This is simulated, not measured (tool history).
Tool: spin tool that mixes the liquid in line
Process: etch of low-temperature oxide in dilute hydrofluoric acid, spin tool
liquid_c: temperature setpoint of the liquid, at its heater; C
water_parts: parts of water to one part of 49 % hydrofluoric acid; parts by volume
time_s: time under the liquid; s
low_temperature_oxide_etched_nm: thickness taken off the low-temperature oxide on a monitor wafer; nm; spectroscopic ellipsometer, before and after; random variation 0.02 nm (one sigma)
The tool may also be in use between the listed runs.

run  hour  liquid_c  water_parts  time_s  low_temperature_oxide_etched_nm
  1     0        21          285      20                            1.138
  2     1        23          285      20                           1.2265
  3   8.5      19.5          285      20                           1.0732
  4  16.3        21          250      20                           1.3258
  5  20.3      23.5          250      20                           1.4744
  6  22.9      24.5          225      20                           1.7168
  7  23.6      28.5          115      20                           4.4424
     32.4  -- thermometer replaced
  8  32.4        26          115      20                           4.2661

The next listed run, before its measurement:
  9  33.9      25.5          115      20                                ?

{"run 9": {"low_temperature_oxide_etched_nm": 4.2182}}

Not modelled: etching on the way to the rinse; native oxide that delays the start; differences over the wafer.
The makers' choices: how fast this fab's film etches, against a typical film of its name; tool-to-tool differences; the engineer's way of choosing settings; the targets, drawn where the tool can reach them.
